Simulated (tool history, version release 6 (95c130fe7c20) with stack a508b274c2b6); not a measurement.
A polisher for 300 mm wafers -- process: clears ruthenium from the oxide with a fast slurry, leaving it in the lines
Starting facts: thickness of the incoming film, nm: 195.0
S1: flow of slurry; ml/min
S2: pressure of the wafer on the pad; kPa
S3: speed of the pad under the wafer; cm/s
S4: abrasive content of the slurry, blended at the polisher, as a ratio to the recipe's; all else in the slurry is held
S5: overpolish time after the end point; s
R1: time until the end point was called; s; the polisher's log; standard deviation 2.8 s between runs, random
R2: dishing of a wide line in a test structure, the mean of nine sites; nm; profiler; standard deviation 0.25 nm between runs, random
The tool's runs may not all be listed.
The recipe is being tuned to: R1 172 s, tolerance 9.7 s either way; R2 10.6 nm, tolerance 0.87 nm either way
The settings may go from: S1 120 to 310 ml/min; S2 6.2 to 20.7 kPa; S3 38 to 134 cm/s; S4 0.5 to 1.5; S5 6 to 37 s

| run | day | S1 | S2 | S3 | S4 | S5 | R1 | R2 |
|---|---|---|---|---|---|---|---|---|
| 1 | 0 | 200 | 13.1 | 86 | 1 | 19 | 91.748 | 36.685 |
| 2 | 0.058 | 200 | 12.4 | 82 | 1 | 16 | 99.153 | 28.208 |
| 3 | 0.342 | 200 | 11 | 78 | 1 | 14 | 114.59 | 21.514 |
| 4 | 0.588 | 200 | 11 | 58 | 1 | 14 | 151.73 | 16.448 |
| 5 | 0.742 | 200 | 11 | 42 | 1 | 14 | 212.19 | 12.011 |
| 6 | 0.933 | 200 | 11 | 42 | 1.2 | 14 | 194.52 | 13.397 |
| 7 | 1.154 | 200 | 11 | 42 | 1.2 | 13 | 194.99 | 12.096 |
| 8 | 1.3 | 200 | 11 | 42 | 1.2 | 13 | 193.14 | 12.289 |
| 9 | 1.646 | 200 | 11 | 42 | 1.2 | 13 | 193.11 | 11.433 |
| 10 | 1.729 | 200 | 11 | 42 | 1.2 | 12 | 194.39 | 11.37 |
| 11 | 2.079 | 200 | 11 | 42 | 1.2 | 11 | 195.57 | 10.099 |
| 12 | 2.238 | 200 | 11.7 | 42 | 1.2 | 11 | 186.91 | 11.266 |
| 13 | 2.342 | 200 | 11.7 | 42 | 1.2 | 10 | 189.81 | 9.8376 |

4 next moves are on the table. One of them brings every result within its allowed miss. Which?
| A | 2.446 | 135 | 9.7 | 48 | 1.15 | 12 | ? | ? |
| B | 2.446 | 180 | 7.6 | 68 | 1.35 | 10 | ? | ? |
| C | 2.446 | 205 | 9.7 | 48 | 0.95 | 13 | ? | ? |
| D | 2.446 | 190 | 11.7 | 40 | 1.2 | 12 | ? | ? |

| move | R1 | R2 |
|---|---|---|
| A | 209.05 | 10.292 |
| B | 168.57 | 10.629 |
| C | 208.16 | 11.176 |
| D | 190.07 | 11.295 |
A: moves away from the targets compared with the last run
B: each result inside its tolerance
C: moves away from the targets compared with the last run
D: neither nearer nor further off than the last run
B is the move that brings every result within its allowed miss.
